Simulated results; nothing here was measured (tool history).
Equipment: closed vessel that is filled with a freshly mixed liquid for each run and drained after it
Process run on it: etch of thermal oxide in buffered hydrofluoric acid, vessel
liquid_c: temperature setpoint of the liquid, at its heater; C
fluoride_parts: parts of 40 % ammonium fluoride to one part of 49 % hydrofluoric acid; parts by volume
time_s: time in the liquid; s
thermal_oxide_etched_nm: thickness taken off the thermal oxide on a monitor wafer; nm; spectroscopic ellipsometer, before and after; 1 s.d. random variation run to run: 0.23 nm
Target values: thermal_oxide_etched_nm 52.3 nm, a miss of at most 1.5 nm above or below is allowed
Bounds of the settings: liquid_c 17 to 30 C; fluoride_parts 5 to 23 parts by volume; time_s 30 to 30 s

{"run": 1, "day": 0.0, "liquid_c": 22, "fluoride_parts": 14, "time_s": 30, "thermal_oxide_etched_nm": 22.47}
{"run": 2, "day": 0.121, "liquid_c": 20.5, "fluoride_parts": 14, "time_s": 30, "thermal_oxide_etched_nm": 20.689}
{"run": 3, "day": 0.479, "liquid_c": 20.5, "fluoride_parts": 14, "time_s": 30, "thermal_oxide_etched_nm": 20.615}
{"run": 4, "day": 0.792, "liquid_c": 20.5, "fluoride_parts": 12, "time_s": 30, "thermal_oxide_etched_nm": 23.965}
{"run": 5, "day": 1.117, "liquid_c": 20.5, "fluoride_parts": 10, "time_s": 30, "thermal_oxide_etched_nm": 28.43}
{"run": 6, "day": 1.188, "liquid_c": 22, "fluoride_parts": 10, "time_s": 30, "thermal_oxide_etched_nm": 31.382}
{"run": 7, "day": 1.229, "liquid_c": 26, "fluoride_parts": 9.5, "time_s": 30, "thermal_oxide_etched_nm": 39.998}
{"run": 8, "day": 1.379, "liquid_c": 26.5, "fluoride_parts": 9.5, "time_s": 30, "thermal_oxide_etched_nm": 41.308}
{"run": 9, "day": 1.533, "liquid_c": 30, "fluoride_parts": 8.5, "time_s": 30, "thermal_oxide_etched_nm": 54.65}

Which of these 4 next moves meets every target?
{"run": "A", "day": 1.688, "liquid_c": 26, "fluoride_parts": 6.5, "time_s": 30, "thermal_oxide_etched_nm": "?"}
{"run": "B", "day": 1.688, "liquid_c": 26.5, "fluoride_parts": 7, "time_s": 30, "thermal_oxide_etched_nm": "?"}
{"run": "C", "day": 1.688, "liquid_c": 29.5, "fluoride_parts": 8, "time_s": 30, "thermal_oxide_etched_nm": "?"}
{"run": "D", "day": 1.688, "liquid_c": 29, "fluoride_parts": 8.5, "time_s": 30, "thermal_oxide_etched_nm": "?"}

move=A thermal_oxide_etched_nm=57.688
move=B thermal_oxide_etched_nm=55.567
move=C thermal_oxide_etched_nm=56.408
move=D thermal_oxide_etched_nm=51.453
A: misses by more than the last run did
B: misses by more than the last run did
C: misses by more than the last run did
D: every result within its allowed miss
Go with D: it meets all targets.

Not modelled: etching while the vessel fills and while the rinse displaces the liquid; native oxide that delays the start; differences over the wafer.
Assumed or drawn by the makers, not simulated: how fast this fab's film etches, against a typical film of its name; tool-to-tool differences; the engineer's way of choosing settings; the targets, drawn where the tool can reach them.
